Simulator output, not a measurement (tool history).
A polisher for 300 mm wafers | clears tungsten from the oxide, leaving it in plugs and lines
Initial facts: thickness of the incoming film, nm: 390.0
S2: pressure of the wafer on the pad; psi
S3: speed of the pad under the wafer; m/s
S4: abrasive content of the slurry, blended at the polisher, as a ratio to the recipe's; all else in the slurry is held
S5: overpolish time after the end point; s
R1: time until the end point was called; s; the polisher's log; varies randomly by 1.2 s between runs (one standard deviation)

Run 1, hour 0: flow of slurry (ml/min) 235, S2 4.5 psi, S3 1.3 m/s, S4 1, S5 5 s. Result: R1 52.578 s.
Run 2, hour 7.4: flow of slurry (ml/min) 235, S2 3.8 psi, S3 1.28 m/s, S4 1, S5 5 s. Result: R1 63.891 s.
Run 3, hour 14.7: flow of slurry (ml/min) 235, S2 3.8 psi, S3 1.28 m/s, S4 1, S5 5 s. Result: R1 64.27 s.
Run 4, hour 22.1: flow of slurry (ml/min) 235, S2 3.1 psi, S3 1.28 m/s, S4 1, S5 5 s. Result: R1 80.317 s.
Run 5, hour 31: flow of slurry (ml/min) 235, S2 3.7 psi, S3 1.28 m/s, S4 1, S5 5 s. Result: R1 68.144 s.
Run 6, hour 38: flow of slurry (ml/min) 235, S2 3.7 psi, S3 1.28 m/s, S4 1, S5 5 s. Result: R1 67.322 s.

Run 7 comes next. What will it give?
Run 7, hour 42.7: flow of slurry (ml/min) 235, S2 3.4 psi, S3 1.28 m/s, S4 1, S5 5 s. Result: R1 ?.

For run 7 the tool returned R1 72.451 s.
